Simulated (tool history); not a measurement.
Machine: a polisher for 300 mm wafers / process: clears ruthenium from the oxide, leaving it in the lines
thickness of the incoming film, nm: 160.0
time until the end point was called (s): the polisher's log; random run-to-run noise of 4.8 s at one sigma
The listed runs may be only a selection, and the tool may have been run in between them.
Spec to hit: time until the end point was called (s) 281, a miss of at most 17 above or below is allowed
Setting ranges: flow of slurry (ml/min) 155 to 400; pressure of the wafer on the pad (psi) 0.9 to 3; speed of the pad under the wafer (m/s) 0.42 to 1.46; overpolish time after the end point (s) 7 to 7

run,hour,flow of slurry (ml/min),pressure of the wafer on the pad (psi),speed of the pad under the wafer (m/s),overpolish time after the end point (s),time until the end point was called (s)
1,0,255,1.9,0.94,7,161
2,3.8,255,1.9,0.86,7,170.3
3,8,255,1.7,0.86,7,194.85
4,10.9,225,1.7,0.86,7,195.16
5,16.3,225,1.7,0.96,7,180.85
6,21.5,225,1.7,0.96,7,171.38
7,22.8,225,1.5,0.94,7,201.42
8,23.9,225,1.4,0.94,7,213.64
9,27.3,225,1.3,0.94,7,227.2
10,33.3,225,0.9,0.92,7,336.73
11,36.5,225,1,0.92,7,298.73

Below are 5 possible settings for the next run. Only one of them brings all results inside the allowed miss of their targets. Which is it?
A,39.7,155,0.9,0.98,7,?
B,39.7,225,1,0.88,7,?
C,39.7,225,1,0.86,7,?
D,39.7,205,1.1,0.9,7,?
E,39.7,235,0.9,0.92,7,?

move,time until the end point was called (s)
A,328.67
B,310.4
C,317.38
D,281.15
E,326.48
A: misses by more than the last run did
B: misses by more than the last run did
C: misses by more than the last run did
D: every result lands within tolerance
E: misses by more than the last run did
Move D is the one to make.

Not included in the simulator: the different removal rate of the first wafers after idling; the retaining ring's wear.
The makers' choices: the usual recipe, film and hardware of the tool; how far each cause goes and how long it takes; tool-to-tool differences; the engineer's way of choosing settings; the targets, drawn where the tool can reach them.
